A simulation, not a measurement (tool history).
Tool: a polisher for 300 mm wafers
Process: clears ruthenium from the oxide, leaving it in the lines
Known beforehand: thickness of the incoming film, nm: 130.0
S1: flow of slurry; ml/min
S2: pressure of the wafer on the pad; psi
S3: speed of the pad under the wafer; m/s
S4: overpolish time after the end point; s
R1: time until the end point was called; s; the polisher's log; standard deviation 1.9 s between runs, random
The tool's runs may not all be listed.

{"run": 1, "hour": 0.0, "S1": 220, "S2": 2.6, "S3": 0.96, "S4": 36, "R1": 100.29}
{"run": 2, "hour": 7.2, "S1": 220, "S2": 2.4, "S3": 0.96, "S4": 36, "R1": 109.2}
{"run": 3, "hour": 11.4, "S1": 220, "S2": 2.4, "S3": 0.86, "S4": 36, "R1": 120.27}
{"run": 4, "hour": 12.1, "S1": 220, "S2": 2.4, "S3": 0.64, "S4": 36, "R1": 157.97}
{"run": 5, "hour": 17.2, "S1": 220, "S2": 2.5, "S3": 0.64, "S4": 36, "R1": 157.76}
{"run": 6, "hour": 19.9, "S1": 220, "S2": 2.5, "S3": 0.64, "S4": 39, "R1": 155.03}

Run 7 has not been measured yet. What should we expect?
{"run": 7, "hour": 20.5, "S1": 220, "S2": 2.6, "S3": 0.64, "S4": 39, "R1": "?"}

R1: 146.99 s
